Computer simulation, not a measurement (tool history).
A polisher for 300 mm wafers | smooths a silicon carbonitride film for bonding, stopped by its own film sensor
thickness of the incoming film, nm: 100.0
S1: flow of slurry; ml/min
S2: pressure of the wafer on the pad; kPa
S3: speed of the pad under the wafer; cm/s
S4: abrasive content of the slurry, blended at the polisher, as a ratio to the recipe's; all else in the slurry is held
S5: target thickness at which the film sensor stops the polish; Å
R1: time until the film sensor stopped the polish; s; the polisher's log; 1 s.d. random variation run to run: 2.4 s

| run | day | S1 | S2 | S3 | S4 | S5 | R1 |
|---|---|---|---|---|---|---|---|
| 1 | 0 | 265 | 14.5 | 68 | 1 | 860 | 66.729 |
| 2 | 0.075 | 265 | 13.1 | 64 | 1 | 860 | 76.269 |
| 3 | 0.117 | 240 | 13.1 | 64 | 1 | 860 | 75.617 |
| 4 | 0.317 | 240 | 13.1 | 64 | 1 | 860 | 76.107 |
| 5 | 0.662 | 240 | 13.1 | 64 | 1 | 870 | 69.065 |
| 6 | 0.812 | 240 | 12.4 | 58 | 0.95 | 870 | 82.62 |
| 7 | 1 | 240 | 11.7 | 54 | 0.95 | 870 | 90.475 |
| 8 | 1.138 | 240 | 11 | 50 | 0.95 | 870 | 97.2 |

Run 9 is up next; what results do you expect?
| 9 | 1.229 | 240 | 10.3 | 46 | 0.95 | 870 | ? |

Run 9 gave R1 110.71 s.

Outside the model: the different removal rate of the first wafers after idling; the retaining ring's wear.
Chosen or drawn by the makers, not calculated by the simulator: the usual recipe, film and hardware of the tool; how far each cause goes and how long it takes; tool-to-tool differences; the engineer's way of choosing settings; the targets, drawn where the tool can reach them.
